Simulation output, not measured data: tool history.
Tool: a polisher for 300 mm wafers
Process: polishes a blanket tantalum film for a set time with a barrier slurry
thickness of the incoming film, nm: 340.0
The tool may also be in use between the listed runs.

| run | hour | flow of slurry (ml/min) | pressure of the wafer on the pad (kPa) | speed of the pad under the wafer (cm/s) | abrasive content of the slurry | polishing time (s) | film removed (angstrom) |
|---|---|---|---|---|---|---|---|
| 1 | 0.0 | 240 | 9.0 | 124 | 1.00 | 94 | 1336.90 |
| 2 | 4.4 | 240 | 9.0 | 124 | 1.15 | 94 | 1385.30 |
| 3 | 10.3 | 240 | 9.0 | 124 | 1.15 | 94 | 1409.30 |
| 4 | 18.7 | 240 | 9.0 | 124 | 1.35 | 94 | 1457.00 |
| 5 | 24.4 | 235 | 7.6 | 114 | 1.35 | 94 | 1156.30 |
| 6 | 29.2 | 230 | 6.9 | 106 | 1.35 | 94 | 966.02 |
| 7 | 35.6 | 190 | 4.1 | 84 | 1.35 | 94 | 460.12 |

Expected results for the next run?
| 8 | 44.2 | 210 | 4.1 | 84 | 1.35 | 94 | ? |

film removed (angstrom): 473.47
